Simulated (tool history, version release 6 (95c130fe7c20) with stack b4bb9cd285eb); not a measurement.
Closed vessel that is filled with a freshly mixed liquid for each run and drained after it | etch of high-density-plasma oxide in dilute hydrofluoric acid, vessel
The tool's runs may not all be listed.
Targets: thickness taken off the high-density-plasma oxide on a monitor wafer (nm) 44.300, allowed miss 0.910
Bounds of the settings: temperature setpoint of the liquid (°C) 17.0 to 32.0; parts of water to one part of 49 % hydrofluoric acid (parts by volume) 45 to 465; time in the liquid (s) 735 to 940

run	hour	temperature setpoint of the liquid (°C)	parts of water to one part of 49 % hydrofluoric acid (parts by volume)	time in the liquid (s)	thickness taken off the high-density-plasma oxide on a monitor wafer (nm)
1	0.0	24.0	255	940	14.855
2	1.5	24.0	255	940	14.798
3	7.7	27.0	255	940	16.421
4	15.3	28.5	210	940	22.027
5	23.4	29.5	180	940	27.707
6	27.5	32.0	180	940	30.343
7	36.9	32.0	90	940	68.946
8	41.3	28.5	95	940	56.287
9	43.2	26.0	95	940	51.622
10	45.3	24.5	95	940	48.584
11	47.5	23.5	95	940	46.722
12	50.3	23.0	95	940	45.877

Which of these 5 next moves meets every target?
A	53.1	24.0	95	940	?
B	53.1	25.5	100	930	?
C	53.1	24.5	95	940	?
D	53.1	23.0	90	900	?
E	53.1	25.0	105	940	?

move	thickness taken off the high-density-plasma oxide on a monitor wafer (nm)
A	47.511
B	47.079
C	48.463
D	46.417
E	44.163
A: further off than the last run
B: further off than the last run
C: further off than the last run
D: further off than the last run
E: meets every target
The right move is E.
